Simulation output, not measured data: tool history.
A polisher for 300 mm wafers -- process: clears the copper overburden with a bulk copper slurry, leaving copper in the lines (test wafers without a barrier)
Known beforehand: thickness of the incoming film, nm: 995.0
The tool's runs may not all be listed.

run,hour,flow of slurry (ml/min),pressure of the wafer on the pad (kPa),speed of the pad under the wafer (cm/s),abrasive content of the slurry,overpolish time after the end point (s),time until the end point was called (s),dishing of a wide line in a test structure (angstrom)
1,0.0,220,11.7,112,1.0,22,146.04,750.21
2,1.5,255,11.7,112,1.0,22,139.50,734.44
3,4.8,215,11.7,112,1.0,22,142.65,756.43
4,6.5,215,11.7,112,1.0,23,143.06,786.95
5,8.5,215,9.0,112,1.0,23,186.74,610.66
6,17.1,215,9.7,112,1.0,24,174.02,694.81

The next listed run, before its measurement:
7,19.8,215,13.1,110,1.0,30,?,?

{"run 7": {"time until the end point was called (s)": 129.2, "dishing of a wide line in a test structure (angstrom)": 937.82}}

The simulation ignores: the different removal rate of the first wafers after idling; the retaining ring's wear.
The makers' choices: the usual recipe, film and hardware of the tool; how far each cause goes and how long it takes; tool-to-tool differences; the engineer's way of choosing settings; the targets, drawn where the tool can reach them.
